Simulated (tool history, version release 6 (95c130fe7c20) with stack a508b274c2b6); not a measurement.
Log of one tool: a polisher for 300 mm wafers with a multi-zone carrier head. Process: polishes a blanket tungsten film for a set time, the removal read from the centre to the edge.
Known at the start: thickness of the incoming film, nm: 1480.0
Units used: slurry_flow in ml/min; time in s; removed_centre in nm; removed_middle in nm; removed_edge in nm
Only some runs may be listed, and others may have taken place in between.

| run | hour | slurry_flow | centre_zone | middle_zone | edge_zone | slurry_solids | time | removed_centre | removed_middle | removed_edge |
|---|---|---|---|---|---|---|---|---|---|---|
| 1 | 0 | 270 | 1 | 1 | 1 | 1 | 47 | 424.01 | 420.99 | 427.21 |
| 2 | 4.8 | 270 | 1 | 1 | 1 | 1.2 | 47 | 437.24 | 437.45 | 445.01 |
| 3 | 8.4 | 335 | 1 | 1 | 1 | 1.2 | 47 | 450.28 | 451.31 | 453.64 |
| 4 | 9.5 | 325 | 1.01 | 0.97 | 0.99 | 1.15 | 47 | 454.17 | 435.44 | 442.88 |
| 5 | 10.3 | 325 | 1.01 | 0.97 | 0.99 | 1.05 | 47 | 437 | 431.7 | 437.79 |
| 6 | 13.8 | 325 | 1.01 | 0.97 | 1.07 | 1.05 | 47 | 438.62 | 426.73 | 455.25 |

The next listed run, before its measurement:
| 7 | 21.7 | 315 | 1.02 | 0.95 | 1.06 | 1.05 | 47 | ? | ? | ? |

removed_centre: 449.07 nm
removed_middle: 413.25 nm
removed_edge: 448.59 nm
